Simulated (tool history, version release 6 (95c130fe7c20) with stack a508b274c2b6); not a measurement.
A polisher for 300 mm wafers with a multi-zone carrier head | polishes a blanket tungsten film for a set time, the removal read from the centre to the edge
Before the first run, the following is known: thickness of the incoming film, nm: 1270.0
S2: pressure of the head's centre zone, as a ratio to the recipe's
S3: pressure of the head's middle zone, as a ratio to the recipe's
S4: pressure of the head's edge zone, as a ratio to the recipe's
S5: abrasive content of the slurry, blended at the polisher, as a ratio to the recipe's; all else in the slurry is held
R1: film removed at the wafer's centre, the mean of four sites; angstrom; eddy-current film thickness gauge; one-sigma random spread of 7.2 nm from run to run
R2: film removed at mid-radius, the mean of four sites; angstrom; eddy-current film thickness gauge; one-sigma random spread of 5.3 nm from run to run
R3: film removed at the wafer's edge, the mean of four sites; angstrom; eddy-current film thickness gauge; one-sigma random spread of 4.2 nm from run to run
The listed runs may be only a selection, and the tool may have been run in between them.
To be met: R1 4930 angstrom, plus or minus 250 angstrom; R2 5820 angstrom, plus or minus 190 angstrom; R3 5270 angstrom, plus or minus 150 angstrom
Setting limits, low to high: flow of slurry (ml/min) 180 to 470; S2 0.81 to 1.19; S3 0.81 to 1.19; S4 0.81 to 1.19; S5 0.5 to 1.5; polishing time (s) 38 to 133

run 1 day=0 | flow_of_slurry_(ml/min)=300 S2=1 S3=1 S4=1 S5=1 polishing_time_(s)=85 | R1=4229.8 R2=4217 R3=4331.8
run 2 day=0.038 | flow_of_slurry_(ml/min)=300 S2=1 S3=1 S4=1.04 S5=1 polishing_time_(s)=85 | R1=4253.4 R2=4340 R3=4393.4
run 3 day=0.117 | flow_of_slurry_(ml/min)=305 S2=1 S3=1.02 S4=1.06 S5=1.05 polishing_time_(s)=85 | R1=4265.1 R2=4522.8 R3=4491.5
run 4 day=0.354 | flow_of_slurry_(ml/min)=310 S2=1.01 S3=1.03 S4=1.08 S5=1.1 polishing_time_(s)=85 | R1=4487.9 R2=4481.5 R3=4558.4
run 5 day=0.617 | flow_of_slurry_(ml/min)=310 S2=1 S3=1.06 S4=1.08 S5=1.15 polishing_time_(s)=86 | R1=4554.1 R2=4756.7 R3=4659
run 6 day=0.95 | flow_of_slurry_(ml/min)=310 S2=0.99 S3=1.08 S4=1.09 S5=1.2 polishing_time_(s)=86 | R1=4312.2 R2=4781.6 R3=4718.6
run 7 day=1.088 | flow_of_slurry_(ml/min)=310 S2=0.99 S3=1.08 S4=1.09 S5=1.2 polishing_time_(s)=86 | R1=4418.4 R2=4767.1 R3=4729.2
run 8 day=1.233 | flow_of_slurry_(ml/min)=310 S2=0.99 S3=1.08 S4=1.09 S5=1.2 polishing_time_(s)=86 | R1=4396.7 R2=4818.7 R3=4694.5
run 9 day=1.446 | flow_of_slurry_(ml/min)=345 S2=1.01 S3=1.18 S4=1.16 S5=1.45 polishing_time_(s)=88 | R1=4719.4 R2=5592.9 R3=5208
run 10 day=1.483 | flow_of_slurry_(ml/min)=350 S2=1.01 S3=1.18 S4=1.15 S5=1.45 polishing_time_(s)=88 | R1=4903.9 R2=5541.4 R3=5090.3
run 11 day=1.725 | flow_of_slurry_(ml/min)=350 S2=1.01 S3=1.18 S4=1.15 S5=1.45 polishing_time_(s)=88 | R1=4854.5 R2=5666.8 R3=5145.3

Which single option among these 5 for the next run brings every result within its allowed miss of target? Just one does.
run A day=1.967 | flow_of_slurry_(ml/min)=335 S2=0.99 S3=1.13 S4=1.17 S5=1.5 polishing_time_(s)=89 | R1=? R2=? R3=?
run B day=1.967 | flow_of_slurry_(ml/min)=305 S2=1 S3=1.19 S4=1.16 S5=1.3 polishing_time_(s)=93 | R1=? R2=? R3=?
run C day=1.967 | flow_of_slurry_(ml/min)=310 S2=1.03 S3=1.07 S4=1.05 S5=1.5 polishing_time_(s)=92 | R1=? R2=? R3=?
run D day=1.967 | flow_of_slurry_(ml/min)=375 S2=1.03 S3=1.19 S4=1.15 S5=1.5 polishing_time_(s)=84 | R1=? R2=? R3=?
run E day=1.967 | flow_of_slurry_(ml/min)=375 S2=1.06 S3=1.19 S4=1.15 S5=1.45 polishing_time_(s)=85 | R1=? R2=? R3=?

move=A R1=4754.1 R2=5466.4 R3=5281.5
move=B R1=4844.1 R2=5766.6 R3=5311.3
move=C R1=5082.7 R2=5364.1 R3=5186
move=D R1=4709.4 R2=5433.5 R3=4969.7
move=E R1=4871.6 R2=5459.5 R3=4994.3
A: corrects the largest miss of the last run, while another result sits out of spec
B: meets every target
C: corrects the largest miss of the last run, while another result sits out of spec
D: misses by more than the last run did
E: misses by more than the last run did
Correct choice: B, which meets every target

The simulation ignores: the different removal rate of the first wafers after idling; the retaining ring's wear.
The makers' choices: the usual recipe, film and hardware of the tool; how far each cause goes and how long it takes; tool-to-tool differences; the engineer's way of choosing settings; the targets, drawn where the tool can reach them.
